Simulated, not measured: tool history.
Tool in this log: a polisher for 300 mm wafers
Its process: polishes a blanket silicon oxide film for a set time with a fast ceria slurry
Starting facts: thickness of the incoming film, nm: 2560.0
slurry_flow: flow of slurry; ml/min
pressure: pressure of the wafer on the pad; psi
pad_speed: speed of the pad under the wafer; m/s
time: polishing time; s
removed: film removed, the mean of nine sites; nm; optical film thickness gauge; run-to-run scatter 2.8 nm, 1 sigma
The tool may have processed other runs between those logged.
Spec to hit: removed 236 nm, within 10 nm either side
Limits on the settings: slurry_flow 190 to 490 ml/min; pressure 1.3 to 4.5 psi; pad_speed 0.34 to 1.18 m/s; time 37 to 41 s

run 1 hour=0 | slurry_flow=315 pressure=2.9 pad_speed=0.76 time=41 | removed=510.57
run 2 hour=0.8 | slurry_flow=315 pressure=2.5 pad_speed=0.72 time=41 | removed=423.12
run 3 hour=8.9 | slurry_flow=315 pressure=2.2 pad_speed=0.68 time=41 | removed=348.83
run 4 hour=14 | slurry_flow=315 pressure=2 pad_speed=0.68 time=41 | removed=319.97
run 5 hour=21.6 | slurry_flow=315 pressure=2 pad_speed=0.82 time=41 | removed=377.62
run 6 hour=23.6 | slurry_flow=390 pressure=2 pad_speed=0.82 time=41 | removed=392.59
run 7 hour=30.7 | slurry_flow=390 pressure=1.8 pad_speed=0.78 time=41 | removed=333.03
run 8 hour=38.4 | slurry_flow=390 pressure=1.7 pad_speed=0.76 time=41 | removed=307.48
run 9 hour=41.2 | slurry_flow=390 pressure=1.6 pad_speed=0.74 time=41 | removed=285.74
run 10 hour=49.2 | slurry_flow=390 pressure=1.6 pad_speed=0.74 time=41 | removed=281.88
run 11 hour=56.2 | slurry_flow=390 pressure=1.5 pad_speed=0.74 time=41 | removed=271.33
run 12 hour=57.8 | slurry_flow=390 pressure=1.4 pad_speed=0.74 time=41 | removed=248.36

Consider the 5 candidate settings below. Which is the only one whose results all fall within their allowed miss of target?
run A hour=59.4 | slurry_flow=380 pressure=1.3 pad_speed=0.84 time=37 | removed=?
run B hour=59.4 | slurry_flow=395 pressure=1.5 pad_speed=0.72 time=41 | removed=?
run C hour=59.4 | slurry_flow=380 pressure=1.3 pad_speed=0.74 time=37 | removed=?
run D hour=59.4 | slurry_flow=415 pressure=1.6 pad_speed=0.66 time=41 | removed=?
run E hour=59.4 | slurry_flow=385 pressure=1.4 pad_speed=0.8 time=41 | removed=?

move=A removed=234.44
move=B removed=257.07
move=C removed=207.59
move=D removed=252.35
move=E removed=265.98
A: in spec on every target
B: moves away from the targets compared with the last run
C: pushes the last run's worst result past its target
D: moves away from the targets compared with the last run
E: moves away from the targets compared with the last run
The right move is A.
